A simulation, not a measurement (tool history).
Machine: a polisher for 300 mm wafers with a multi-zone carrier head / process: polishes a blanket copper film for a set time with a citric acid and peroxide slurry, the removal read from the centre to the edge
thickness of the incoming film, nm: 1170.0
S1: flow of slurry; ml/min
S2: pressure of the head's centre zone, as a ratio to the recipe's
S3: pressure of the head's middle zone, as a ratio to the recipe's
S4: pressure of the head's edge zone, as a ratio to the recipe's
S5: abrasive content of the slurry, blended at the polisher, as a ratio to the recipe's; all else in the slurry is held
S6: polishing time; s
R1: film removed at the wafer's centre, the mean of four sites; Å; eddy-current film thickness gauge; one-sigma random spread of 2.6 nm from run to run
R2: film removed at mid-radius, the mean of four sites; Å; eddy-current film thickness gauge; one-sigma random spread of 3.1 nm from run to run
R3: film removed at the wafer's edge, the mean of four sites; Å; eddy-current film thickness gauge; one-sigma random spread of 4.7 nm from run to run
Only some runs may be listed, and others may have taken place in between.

run 1 day=0 | S1=295 S2=1 S3=1 S4=1 S5=1 S6=75 | R1=2275.1 R2=2226.3 R3=2281.6
run 2 day=0.238 | S1=300 S2=1 S3=1.02 S4=1.01 S5=1.05 S6=76 | R1=2370.7 R2=2364.1 R3=2284.4
run 3 day=0.329 | S1=300 S2=1 S3=1.02 S4=0.95 S5=1.05 S6=76 | R1=2325.3 R2=2349.9 R3=2196.2
run 4 day=0.596 | S1=295 S2=0.99 S3=1.03 S4=0.97 S5=1.1 S6=78 | R1=2370.8 R2=2477.8 R3=2412.8
run 5 day=0.621 | S1=295 S2=1 S3=1.04 S4=0.98 S5=1.15 S6=79 | R1=2483.5 R2=2509.8 R3=2420.8
run 6 day=0.975 | S1=300 S2=1 S3=1.05 S4=0.99 S5=1.2 S6=80 | R1=2536.9 R2=2617.8 R3=2470.8
run 7 day=1.188 | S1=295 S2=1 S3=1.06 S4=1 S5=1.25 S6=81 | R1=2555 R2=2705.6 R3=2550.7
run 8 day=1.438 | S1=295 S2=1 S3=1.07 S4=1.01 S5=1.3 S6=82 | R1=2640 R2=2737.3 R3=2574.9
run 9 day=1.5 | S1=295 S2=1 S3=1.08 S4=1.02 S5=1.3 S6=83 | R1=2685.5 R2=2767 R3=2649.7
run 10 day=1.796 | S1=295 S2=1 S3=1.09 S4=1.02 S5=1.3 S6=84 | R1=2707.8 R2=2877 R3=2767.5

For run 11, what comes out?
run 11 day=1.946 | S1=345 S2=1.05 S3=1.19 S4=1.07 S5=1.5 S6=88 | R1=? R2=? R3=?

{"run 11": {"R1": 3126.8, "R2": 3391.2, "R3": 3112.8}}
